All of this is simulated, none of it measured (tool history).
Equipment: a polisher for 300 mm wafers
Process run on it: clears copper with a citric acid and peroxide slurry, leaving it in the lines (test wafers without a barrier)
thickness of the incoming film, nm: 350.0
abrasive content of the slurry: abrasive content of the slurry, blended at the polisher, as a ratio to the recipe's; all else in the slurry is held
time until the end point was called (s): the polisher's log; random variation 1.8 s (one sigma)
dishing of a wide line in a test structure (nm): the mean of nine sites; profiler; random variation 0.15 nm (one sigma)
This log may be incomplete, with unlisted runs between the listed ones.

run	hour	flow of slurry (ml/min)	pressure of the wafer on the pad (kPa)	speed of the pad under the wafer (m/s)	abrasive content of the slurry	overpolish time after the end point (s)	time until the end point was called (s)	dishing of a wide line in a test structure (nm)
1	0.0	200	25.5	1.10	1.00	15	98.333	35.4270
2	1.2	200	23.4	1.12	1.00	13	105.050	28.9000
3	2.5	200	23.4	1.00	1.00	13	116.050	26.7010
4	10.1	225	23.4	1.00	1.00	13	112.920	27.2510
5	16.8	235	22.1	1.04	1.00	12	115.700	24.8780
6	18.5	275	22.1	1.04	1.00	12	113.710	24.9010
7	23.3	280	20.7	1.08	1.00	11	121.010	22.3390
8	25.0	285	20.0	1.10	1.05	10	123.320	20.6560
9	26.7	290	19.3	1.14	0.95	9	120.830	18.5030
10	34.7	310	12.4	1.44	0.70	4	158.870	6.4789
11	40.5	310	13.8	1.46	0.70	4	144.310	7.3330
12	49.2	310	14.5	1.48	0.70	4	137.990	7.8438
13	55.9	310	15.2	1.52	0.70	4	122.950	8.1632
14	61.4	310	22.1	1.52	0.70	6	88.358	16.7120

Estimate the outcome of run 15 from the log above:
15	64.1	310	21.4	1.54	0.70	6	?	?

Run 15 gave time until the end point was called (s) 87.166, dishing of a wide line in a test structure (nm) 16.8960.
